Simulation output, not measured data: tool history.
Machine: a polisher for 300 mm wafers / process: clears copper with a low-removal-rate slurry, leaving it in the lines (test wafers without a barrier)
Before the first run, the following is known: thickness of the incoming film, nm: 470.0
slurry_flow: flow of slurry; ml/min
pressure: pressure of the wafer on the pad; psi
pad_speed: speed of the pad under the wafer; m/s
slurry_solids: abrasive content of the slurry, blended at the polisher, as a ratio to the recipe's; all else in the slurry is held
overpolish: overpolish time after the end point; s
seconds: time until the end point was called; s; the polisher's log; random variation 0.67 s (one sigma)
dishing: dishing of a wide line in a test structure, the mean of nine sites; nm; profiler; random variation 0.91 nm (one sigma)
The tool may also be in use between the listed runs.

Run 1, hour 0.0: slurry_flow 290 ml/min, pressure 4.0 psi, pad_speed 1.16 m/s, slurry_solids 1.00, overpolish 23 s. Result: seconds 115.620 s, dishing 64.396 nm.
Run 2, hour 2.8: slurry_flow 290 ml/min, pressure 4.5 psi, pad_speed 1.16 m/s, slurry_solids 1.00, overpolish 19 s. Result: seconds 105.920 s, dishing 60.114 nm.
Run 3, hour 11.7: slurry_flow 290 ml/min, pressure 5.0 psi, pad_speed 1.16 m/s, slurry_solids 1.00, overpolish 17 s. Result: seconds 94.417 s, dishing 59.322 nm.
Run 4, hour 20.3: slurry_flow 265 ml/min, pressure 5.0 psi, pad_speed 1.16 m/s, slurry_solids 1.00, overpolish 17 s. Result: seconds 95.971 s, dishing 59.220 nm.
Run 5, hour 23.3: slurry_flow 265 ml/min, pressure 5.0 psi, pad_speed 1.16 m/s, slurry_solids 0.90, overpolish 17 s. Result: seconds 98.572 s, dishing 57.417 nm.
Run 6, hour 29.7: slurry_flow 265 ml/min, pressure 5.0 psi, pad_speed 1.16 m/s, slurry_solids 0.90, overpolish 23 s. Result: seconds 97.011 s, dishing 74.276 nm.
Run 7, hour 31.6: slurry_flow 280 ml/min, pressure 5.4 psi, pad_speed 1.16 m/s, slurry_solids 0.90, overpolish 20 s. Result: seconds 92.156 s, dishing 69.508 nm.
Run 8, hour 37.5: slurry_flow 280 ml/min, pressure 5.7 psi, pad_speed 1.18 m/s, slurry_solids 0.90, overpolish 18 s. Result: seconds 86.793 s, dishing 69.523 nm.
Run 9, hour 42.6: slurry_flow 290 ml/min, pressure 6.2 psi, pad_speed 1.28 m/s, slurry_solids 0.90, overpolish 9 s. Result: seconds 74.354 s, dishing 42.099 nm.

Expected results for the next run?
Run 10, hour 50.8: slurry_flow 290 ml/min, pressure 6.0 psi, pad_speed 1.30 m/s, slurry_solids 0.95, overpolish 11 s. Result: seconds ?, dishing ?.

{"run 10": {"seconds": 74.271, "dishing": 51.689}}
